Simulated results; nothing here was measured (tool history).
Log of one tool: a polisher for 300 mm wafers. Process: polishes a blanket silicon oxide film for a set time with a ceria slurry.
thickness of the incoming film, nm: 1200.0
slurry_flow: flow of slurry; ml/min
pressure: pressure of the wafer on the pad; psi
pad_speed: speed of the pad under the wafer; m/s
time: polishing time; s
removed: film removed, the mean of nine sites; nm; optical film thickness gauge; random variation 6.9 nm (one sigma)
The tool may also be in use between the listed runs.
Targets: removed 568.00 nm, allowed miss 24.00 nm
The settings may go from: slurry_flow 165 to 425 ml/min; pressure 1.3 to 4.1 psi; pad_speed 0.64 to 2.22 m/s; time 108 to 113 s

run	day	slurry_flow	pressure	pad_speed	time	removed
1	0.000	275	2.7	1.42	108	674.01
2	0.354	230	2.7	1.42	108	643.67
3	0.492	225	2.7	1.42	108	658.10
4	0.579	225	2.6	1.42	108	633.25
5	0.621	225	2.6	1.64	108	741.40
6	0.933	225	2.5	1.64	108	714.29
7	0.996	225	2.4	1.64	108	684.67
8	1.033	225	2.3	1.64	108	651.69

Which of these 5 next moves meets every target?
A	1.071	195	2.4	1.60	108	?
B	1.071	235	2.1	1.40	108	?
C	1.071	205	2.3	1.32	108	?
D	1.071	245	1.9	1.68	108	?
E	1.071	195	2.7	1.34	108	?

move	removed
A	657.30
B	521.58
C	527.51
D	573.07
E	614.44
A: further off than the last run
B: takes the result that was furthest off past its target
C: takes the result that was furthest off past its target
D: meets every target
E: nearer than the last run, and not there yet
The right move is D.
